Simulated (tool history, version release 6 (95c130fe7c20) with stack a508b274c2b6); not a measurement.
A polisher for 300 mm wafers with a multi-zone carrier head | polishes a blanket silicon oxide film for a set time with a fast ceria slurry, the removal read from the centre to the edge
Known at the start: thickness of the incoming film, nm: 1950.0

run	hour	flow of slurry (ml/min)	pressure of the head's centre zone	pressure of the head's middle zone	pressure of the head's edge zone	polishing time (s)	film removed at the wafer's centre (nm)	film removed at mid-radius (nm)	film removed at the wafer's edge (nm)
1	0.0	230	1.00	1.00	1.00	50	852.91	736.42	745.47
2	4.5	250	1.00	1.00	1.00	50	847.56	761.11	743.07
3	6.3	250	1.00	1.07	1.00	50	846.22	780.74	754.33
4	7.1	255	1.00	1.08	1.01	51	862.76	799.68	768.32
5	11.7	255	1.00	1.03	1.01	51	856.33	778.98	773.07
6	15.1	260	1.00	1.05	1.01	51	856.24	803.04	779.36
7	21.5	270	1.00	1.06	1.01	51	847.68	816.26	775.10
8	23.0	275	1.00	1.06	1.02	51	878.95	795.27	789.22
9	24.7	275	0.99	1.07	1.02	52	889.44	824.14	802.49
10	26.7	280	0.98	1.09	1.02	52	882.95	834.18	795.16

Forecast run 11:
11	31.9	285	0.97	1.10	1.03	52	?	?	?

Run 11 gave film removed at the wafer's centre (nm) 865.19, film removed at mid-radius (nm) 850.13, film removed at the wafer's edge (nm) 803.72.
